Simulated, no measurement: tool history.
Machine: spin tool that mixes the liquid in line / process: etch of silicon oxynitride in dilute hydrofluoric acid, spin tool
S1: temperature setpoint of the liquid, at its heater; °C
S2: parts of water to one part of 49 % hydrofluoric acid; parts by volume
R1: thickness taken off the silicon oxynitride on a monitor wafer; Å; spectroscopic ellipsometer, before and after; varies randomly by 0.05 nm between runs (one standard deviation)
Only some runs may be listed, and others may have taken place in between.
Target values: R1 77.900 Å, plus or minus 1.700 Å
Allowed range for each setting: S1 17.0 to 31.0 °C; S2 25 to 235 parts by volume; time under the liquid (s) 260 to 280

run 1 day=0.000 | S1=23.0 S2=130 time_under_the_liquid_(s)=260 | R1=90.999
run 2 day=0.246 | S1=23.0 S2=130 time_under_the_liquid_(s)=260 | R1=91.110
run 3 day=0.383 | S1=24.5 S2=130 time_under_the_liquid_(s)=260 | R1=97.564
run 4 day=0.408 | S1=22.5 S2=130 time_under_the_liquid_(s)=260 | R1=87.993
run 5 day=0.433 | S1=22.0 S2=130 time_under_the_liquid_(s)=260 | R1=86.869
run 6 day=0.721 | S1=21.5 S2=130 time_under_the_liquid_(s)=260 | R1=84.266
run 7 day=1.088 | S1=21.0 S2=130 time_under_the_liquid_(s)=260 | R1=81.914
run 8 day=1.146 | S1=20.5 S2=130 time_under_the_liquid_(s)=260 | R1=81.444

Below are 4 possible settings for the next run. Only one of them brings all results inside the allowed miss of their targets. Which is it?
run A day=1.204 | S1=19.0 S2=130 time_under_the_liquid_(s)=270 | R1=?
run B day=1.204 | S1=20.5 S2=125 time_under_the_liquid_(s)=265 | R1=?
run C day=1.204 | S1=21.0 S2=130 time_under_the_liquid_(s)=260 | R1=?
run D day=1.204 | S1=20.0 S2=125 time_under_the_liquid_(s)=265 | R1=?

move=A R1=77.943
move=B R1=85.838
move=C R1=82.642
move=D R1=83.796
A: every result lands within tolerance
B: misses by more than the last run did
C: misses by more than the last run did
D: misses by more than the last run did
A meets every target.
